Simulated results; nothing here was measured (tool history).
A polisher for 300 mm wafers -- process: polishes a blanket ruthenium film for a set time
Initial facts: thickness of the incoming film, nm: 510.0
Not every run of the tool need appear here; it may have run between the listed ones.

run	hour	flow of slurry (ml/min)	pressure of the wafer on the pad (kPa)	speed of the pad under the wafer (cm/s)	polishing time (s)	film removed (Å)
1	0.0	300	17.9	112	22	300.22
2	7.5	300	17.2	112	22	289.51
3	10.2	300	21.4	112	22	354.27
4	14.1	300	21.4	112	22	357.17
5	21.6	300	21.4	126	22	398.52
6	25.7	300	21.4	148	22	459.10
7	28.7	300	20.0	148	22	443.04

Run 8 is up next; what results do you expect?
8	33.0	300	18.6	146	22	?

{"run 8": {"film removed (Å)": 391.39}}

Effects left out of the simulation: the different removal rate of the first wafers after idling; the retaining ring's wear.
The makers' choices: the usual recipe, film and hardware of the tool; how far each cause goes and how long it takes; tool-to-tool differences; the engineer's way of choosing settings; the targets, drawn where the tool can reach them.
